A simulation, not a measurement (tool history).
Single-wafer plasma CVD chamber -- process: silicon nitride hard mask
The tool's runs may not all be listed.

| run | hour | heater temperature setpoint (deg C) | chamber pressure (Torr) | RF power (W) | deposition time (s) | mean film thickness on the monitor wafer (nm) |
|---|---|---|---|---|---|---|
| 1 | 0.0 | 420 | 1.99 | 310 | 23.8 | 29.486 |
| 2 | 6.5 | 420 | 1.99 | 275 | 23.8 | 27.065 |
| 3 | 7.6 | 420 | 2.10 | 290 | 23.9 | 28.596 |
| 4 | 16.4 | 420 | 2.10 | 290 | 23.8 | 28.542 |
| 5 | 17.4 | 420 | 2.10 | 290 | 24.5 | 29.227 |
| 6 | 21.7 | 420 | 2.20 | 300 | 24.5 | 30.554 |
| 7 | 29.9 | 420 | 2.29 | 305 | 24.5 | 31.242 |
| 8 | 38.9 | 420 | 2.29 | 305 | 24.5 | 31.099 |
| 9 | 46.3 | 420 | 2.36 | 315 | 24.5 | 32.152 |
|  | 51.4 | thermocouple changed; heater temperature recalibrated |
| 10 | 51.4 | 420 | 2.36 | 315 | 24.5 | 32.095 |

Run 11, settings as shown, results not yet in. Your forecast:
| 11 | 55.0 | 420 | 2.42 | 320 | 24.5 | ? |

{"run 11": {"mean film thickness on the monitor wafer (nm)": 32.459}}
